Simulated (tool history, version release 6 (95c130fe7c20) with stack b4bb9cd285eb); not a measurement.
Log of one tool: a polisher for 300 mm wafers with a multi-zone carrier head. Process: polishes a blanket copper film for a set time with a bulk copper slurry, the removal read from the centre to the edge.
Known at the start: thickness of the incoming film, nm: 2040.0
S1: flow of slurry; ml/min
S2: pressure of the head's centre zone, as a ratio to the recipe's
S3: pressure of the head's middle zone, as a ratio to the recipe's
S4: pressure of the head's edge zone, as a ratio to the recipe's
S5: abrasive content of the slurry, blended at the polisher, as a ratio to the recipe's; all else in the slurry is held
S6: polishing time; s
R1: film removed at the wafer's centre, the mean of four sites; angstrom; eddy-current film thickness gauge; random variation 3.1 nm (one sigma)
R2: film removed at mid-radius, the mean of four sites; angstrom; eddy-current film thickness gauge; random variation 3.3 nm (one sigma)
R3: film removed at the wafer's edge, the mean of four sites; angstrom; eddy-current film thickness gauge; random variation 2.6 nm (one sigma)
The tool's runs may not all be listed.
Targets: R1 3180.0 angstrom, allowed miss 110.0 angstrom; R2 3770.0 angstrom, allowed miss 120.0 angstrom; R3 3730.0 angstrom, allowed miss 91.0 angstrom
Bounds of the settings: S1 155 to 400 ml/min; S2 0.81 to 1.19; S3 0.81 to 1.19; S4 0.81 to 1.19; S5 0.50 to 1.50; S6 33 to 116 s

run 1 hour=0.0 | S1=255 S2=1.00 S3=1.00 S4=1.00 S5=1.00 S6=74 | R1=7044.5 R2=7122.8 R3=6860.3
run 2 hour=3.3 | S1=255 S2=1.00 S3=1.00 S4=1.06 S5=1.00 S6=74 | R1=6919.4 R2=6984.7 R3=7129.2
run 3 hour=8.8 | S1=255 S2=1.00 S3=1.00 S4=1.06 S5=1.00 S6=84 | R1=7931.2 R2=8053.7 R3=7892.1
run 4 hour=16.7 | S1=255 S2=1.07 S3=1.00 S4=1.06 S5=1.00 S6=84 | R1=8314.2 R2=7951.9 R3=8059.8
run 5 hour=19.0 | S1=255 S2=1.07 S3=1.00 S4=1.06 S5=1.10 S6=84 | R1=8589.8 R2=8151.1 R3=8105.2
run 6 hour=24.2 | S1=245 S2=1.02 S3=1.00 S4=1.03 S5=1.00 S6=74 | R1=7012.1 R2=7172.8 R3=6944.7
run 7 hour=27.4 | S1=245 S2=1.02 S3=1.00 S4=1.03 S5=1.00 S6=74 | R1=7085.0 R2=7078.9 R3=6935.3
run 8 hour=35.0 | S1=235 S2=0.98 S3=0.99 S4=1.02 S5=0.90 S6=66 | R1=6000.9 R2=6271.2 R3=6087.2
run 9 hour=35.9 | S1=225 S2=0.95 S3=0.98 S4=1.02 S5=0.80 S6=60 | R1=5182.3 R2=5554.6 R3=5409.8
run 10 hour=37.1 | S1=215 S2=0.92 S3=0.97 S4=1.02 S5=0.75 S6=56 | R1=4571.5 R2=5063.9 R3=4993.4
run 11 hour=39.4 | S1=205 S2=0.90 S3=0.96 S4=1.00 S5=0.70 S6=53 | R1=4238.5 R2=4680.1 R3=4612.8
run 12 hour=44.9 | S1=170 S2=0.81 S3=0.96 S4=1.00 S5=0.50 S6=41 | R1=2747.4 R2=3423.1 R3=3411.3
run 13 hour=50.5 | S1=195 S2=0.82 S3=0.96 S4=1.00 S5=0.50 S6=41 | R1=2801.8 R2=3487.3 R3=3391.3
run 14 hour=52.8 | S1=200 S2=0.84 S3=0.97 S4=1.02 S5=0.50 S6=41 | R1=2905.1 R2=3475.4 R3=3462.3
run 15 hour=59.7 | S1=200 S2=0.85 S3=0.98 S4=1.03 S5=0.50 S6=41 | R1=2907.7 R2=3510.4 R3=3478.9
run 16 hour=63.7 | S1=205 S2=0.86 S3=0.99 S4=1.04 S5=0.50 S6=41 | R1=2964.0 R2=3555.9 R3=3472.1
-- hour=68.7 edge zone pressure recalibrated
run 17 hour=68.7 | S1=210 S2=0.86 S3=0.99 S4=1.05 S5=0.50 S6=41 | R1=2925.6 R2=3534.6 R3=3707.5

Which of these 4 next moves meets every target?
run A hour=73.7 | S1=225 S2=0.83 S3=1.04 S4=1.03 S5=0.50 S6=42 | R1=? R2=? R3=?
run B hour=73.7 | S1=175 S2=0.92 S3=0.98 S4=1.05 S5=0.55 S6=41 | R1=? R2=? R3=?
run C hour=73.7 | S1=155 S2=0.88 S3=1.03 S4=0.97 S5=0.70 S6=42 | R1=? R2=? R3=?
run D hour=73.7 | S1=205 S2=0.96 S3=0.87 S4=1.15 S5=0.50 S6=38 | R1=? R2=? R3=?

move=A R1=2995.1 R2=3711.6 R3=3745.7
move=B R1=3202.0 R2=3487.7 R3=3675.2
move=C R1=3194.3 R2=3728.5 R3=3703.0
move=D R1=3109.4 R2=3074.5 R3=3566.1
A: nearer than the last run, and not there yet
B: brings the result that was furthest off to its target, and leaves another outside
C: meets every target
D: brings the result that was furthest off to its target, and leaves another outside
Move C is the one to make.
